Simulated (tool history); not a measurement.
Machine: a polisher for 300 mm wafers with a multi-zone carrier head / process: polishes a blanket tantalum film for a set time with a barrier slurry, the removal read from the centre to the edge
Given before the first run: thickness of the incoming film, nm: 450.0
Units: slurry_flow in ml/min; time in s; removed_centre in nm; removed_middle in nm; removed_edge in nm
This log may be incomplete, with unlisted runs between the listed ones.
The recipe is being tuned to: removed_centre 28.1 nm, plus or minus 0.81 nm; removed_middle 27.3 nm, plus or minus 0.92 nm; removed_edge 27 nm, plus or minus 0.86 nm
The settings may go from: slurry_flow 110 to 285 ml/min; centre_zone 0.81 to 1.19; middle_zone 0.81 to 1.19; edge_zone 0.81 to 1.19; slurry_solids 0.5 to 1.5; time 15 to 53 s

Run 1, hour 0: slurry_flow 180 ml/min, centre_zone 1, middle_zone 1, edge_zone 1, slurry_solids 1, time 34 s. Result: removed_centre 31.414 nm, removed_middle 31.738 nm, removed_edge 32.103 nm.
Run 2, hour 0.9: slurry_flow 180 ml/min, centre_zone 1, middle_zone 0.95, edge_zone 1, slurry_solids 1, time 34 s. Result: removed_centre 31.204 nm, removed_middle 29.869 nm, removed_edge 32.151 nm.
Run 3, hour 1.9: slurry_flow 180 ml/min, centre_zone 1, middle_zone 0.95, edge_zone 1, slurry_solids 1, time 38 s. Result: removed_centre 34.466 nm, removed_middle 34.341 nm, removed_edge 35.251 nm.
Run 4, hour 10.9: slurry_flow 180 ml/min, centre_zone 1, middle_zone 0.95, edge_zone 1, slurry_solids 1.1, time 38 s. Result: removed_centre 35.256 nm, removed_middle 34.917 nm, removed_edge 36.497 nm.
Run 5, hour 14: slurry_flow 175 ml/min, centre_zone 1, middle_zone 0.94, edge_zone 0.98, slurry_solids 1.05, time 38 s. Result: removed_centre 35.575 nm, removed_middle 34.077 nm, removed_edge 36.362 nm.
Run 6, hour 14.5: slurry_flow 175 ml/min, centre_zone 1, middle_zone 0.94, edge_zone 1.04, slurry_solids 1.05, time 38 s. Result: removed_centre 35.824 nm, removed_middle 33.594 nm, removed_edge 35.939 nm.
Run 7, hour 17.9: slurry_flow 175 ml/min, centre_zone 1, middle_zone 0.94, edge_zone 1.04, slurry_solids 1.05, time 38 s. Result: removed_centre 35.458 nm, removed_middle 33.534 nm, removed_edge 36.537 nm.
Run 8, hour 26.4: slurry_flow 175 ml/min, centre_zone 1, middle_zone 0.94, edge_zone 1.04, slurry_solids 1.05, time 38 s. Result: removed_centre 35.349 nm, removed_middle 33.289 nm, removed_edge 37.188 nm.
Run 9, hour 30.6: slurry_flow 175 ml/min, centre_zone 1, middle_zone 0.93, edge_zone 1.02, slurry_solids 1, time 38 s. Result: removed_centre 34.554 nm, removed_middle 33.429 nm, removed_edge 35.27 nm.
Run 10, hour 37.9: slurry_flow 175 ml/min, centre_zone 1, middle_zone 0.93, edge_zone 1.02, slurry_solids 1, time 38 s. Result: removed_centre 34.298 nm, removed_middle 32.582 nm, removed_edge 35.294 nm.
Run 11, hour 39.9: slurry_flow 175 ml/min, centre_zone 1, middle_zone 0.92, edge_zone 1, slurry_solids 0.95, time 38 s. Result: removed_centre 34.175 nm, removed_middle 32.469 nm, removed_edge 35.12 nm.
Run 12, hour 45.1: slurry_flow 175 ml/min, centre_zone 1.01, middle_zone 0.92, edge_zone 0.99, slurry_solids 0.9, time 37 s. Result: removed_centre 33.769 nm, removed_middle 31.121 nm, removed_edge 33.623 nm.
Run 13, hour 53.6: slurry_flow 175 ml/min, centre_zone 1.01, middle_zone 0.92, edge_zone 0.98, slurry_solids 0.85, time 37 s. Result: removed_centre 32.849 nm, removed_middle 30.657 nm, removed_edge 32.748 nm.
Run 14, hour 61.4: slurry_flow 175 ml/min, centre_zone 1.01, middle_zone 0.92, edge_zone 0.98, slurry_solids 0.85, time 37 s. Result: removed_centre 32.333 nm, removed_middle 30.919 nm, removed_edge 33.197 nm.
Run 15, hour 67.9: slurry_flow 175 ml/min, centre_zone 1.02, middle_zone 0.92, edge_zone 0.97, slurry_solids 0.8, time 37 s. Result: removed_centre 32.907 nm, removed_middle 30.157 nm, removed_edge 32.684 nm.
Run 16, hour 75.9: slurry_flow 140 ml/min, centre_zone 0.94, middle_zone 0.99, edge_zone 0.87, slurry_solids 0.55, time 36 s. Result: removed_centre 24.971 nm, removed_middle 27.444 nm, removed_edge 26.124 nm.

Exercise: of the 4 proposed moves below, exactly one satisfies all targets within the stated allowed misses. Which move is it?
Run A, hour 83.9: slurry_flow 190 ml/min, centre_zone 0.97, middle_zone 0.98, edge_zone 0.92, slurry_solids 0.55, time 35 s. Result: removed_centre ?, removed_middle ?, removed_edge ?.
Run B, hour 83.9: slurry_flow 115 ml/min, centre_zone 0.87, middle_zone 1.11, edge_zone 1.01, slurry_solids 0.75, time 32 s. Result: removed_centre ?, removed_middle ?, removed_edge ?.
Run C, hour 83.9: slurry_flow 210 ml/min, centre_zone 0.97, middle_zone 0.93, edge_zone 0.84, slurry_solids 0.55, time 36 s. Result: removed_centre ?, removed_middle ?, removed_edge ?.
Run D, hour 83.9: slurry_flow 155 ml/min, centre_zone 0.94, middle_zone 0.97, edge_zone 0.89, slurry_solids 0.5, time 36 s. Result: removed_centre ?, removed_middle ?, removed_edge ?.

move  removed_centre  removed_middle  removed_edge
   A          26.837          27.623        26.994
   B          21.967          28.024        26.341
   C          28.025          27.576        26.957
   D           25.15          26.511        25.967
A: an improvement on the last run, though not all results are within tolerance
B: misses by more than the last run did
C: every result within its allowed miss
D: an improvement on the last run, though not all results are within tolerance
The right move is C.
